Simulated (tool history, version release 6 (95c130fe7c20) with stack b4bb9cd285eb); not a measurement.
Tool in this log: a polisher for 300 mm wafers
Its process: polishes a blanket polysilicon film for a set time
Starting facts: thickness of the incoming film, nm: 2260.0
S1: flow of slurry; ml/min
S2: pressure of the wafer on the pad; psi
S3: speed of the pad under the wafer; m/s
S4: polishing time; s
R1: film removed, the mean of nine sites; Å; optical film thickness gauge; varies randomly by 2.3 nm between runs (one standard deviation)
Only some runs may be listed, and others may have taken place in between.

run 1 hour=0.0 | S1=305 S2=1.7 S3=1.22 S4=34 | R1=1753.8
run 2 hour=0.8 | S1=305 S2=1.8 S3=1.22 S4=34 | R1=1871.1
run 3 hour=7.2 | S1=305 S2=1.9 S3=1.22 S4=34 | R1=2018.4
run 4 hour=8.9 | S1=305 S2=2.0 S3=1.22 S4=34 | R1=2098.3
run 5 hour=11.8 | S1=305 S2=2.0 S3=1.00 S4=34 | R1=1701.2
run 6 hour=19.4 | S1=305 S2=2.0 S3=1.00 S4=34 | R1=1737.5

Estimate the outcome of run 7 from the log above:
run 7 hour=26.2 | S1=305 S2=2.1 S3=1.00 S4=34 | R1=?

R1: 1850.8 Å
